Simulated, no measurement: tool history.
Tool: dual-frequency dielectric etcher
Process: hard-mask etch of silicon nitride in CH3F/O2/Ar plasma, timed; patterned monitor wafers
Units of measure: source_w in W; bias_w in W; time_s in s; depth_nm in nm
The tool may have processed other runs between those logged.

run	hour	source_w	bias_w	time_s	depth_nm
1	0	530	63	144.5	107.16
2	6	530	73	144.5	112.23
3	13.7	480	73	144.5	106.06
4	17	480	66	144.5	103.35
5	21.8	450	62	142	96.529
6	30.1	430	60	140.5	92.128
7	31.6	410	59	139.5	87.529

Run 8, settings as shown, results not yet in. Your forecast:
8	34.7	320	56	138.5	?

{"run 8": {"depth_nm": 73.11}}
